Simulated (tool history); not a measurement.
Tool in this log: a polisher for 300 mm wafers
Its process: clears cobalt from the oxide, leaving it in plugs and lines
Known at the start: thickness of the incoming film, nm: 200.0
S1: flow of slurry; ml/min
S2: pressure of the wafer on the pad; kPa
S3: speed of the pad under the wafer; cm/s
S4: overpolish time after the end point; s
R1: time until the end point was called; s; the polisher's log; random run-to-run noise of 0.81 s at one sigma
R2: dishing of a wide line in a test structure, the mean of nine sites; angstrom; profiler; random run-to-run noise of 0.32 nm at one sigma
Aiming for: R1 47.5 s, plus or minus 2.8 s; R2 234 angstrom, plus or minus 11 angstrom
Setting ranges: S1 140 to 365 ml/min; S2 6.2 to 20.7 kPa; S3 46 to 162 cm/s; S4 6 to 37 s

run    day   S1    S2   S3  S4      R1      R2
  1      0  235  13.1  104  19  48.775  395.67
  2  0.075  235  13.1  104  17  47.301  386.43
  3  0.133  235  13.1  104  16  47.433   367.9
  4  0.446  235  13.1  104  15  47.614  357.98
  5  0.525  235  13.1  104  14  49.502  343.08
  6  0.617  235  13.1  104  18  49.015  382.96
  7  0.688  235  13.1  104  16  48.267  367.34
  8  0.825  225    11  104   7  56.553  187.65
  9  0.908  230    11  104   7  55.575  189.34
 10  1.158  235    11  104   7  55.259  187.91
 11   1.35  240  12.4  104   7  51.148  200.47
 12  1.675  235  12.4  104   7  50.956   204.3

Which of these 5 next moves meets every target?
  A    2  225  12.4  104   6   ?   ?
  B    2  170  15.2   74  10   ?   ?
  C    2  240  11.7  102   6   ?   ?
  D    2  295  11.7  112   8   ?   ?
  E    2  185    11   96  10   ?   ?

move      R1      R2
   A  49.411  178.11
   B  59.366  231.19
   C   52.62  169.08
   D  47.051  232.68
   E  60.921  226.69
A: moves away from the targets compared with the last run
B: brings the last run's worst result on target, with another outside its allowed miss
C: moves away from the targets compared with the last run
D: each result inside its tolerance
E: brings the last run's worst result on target, with another outside its allowed miss
Answer: D
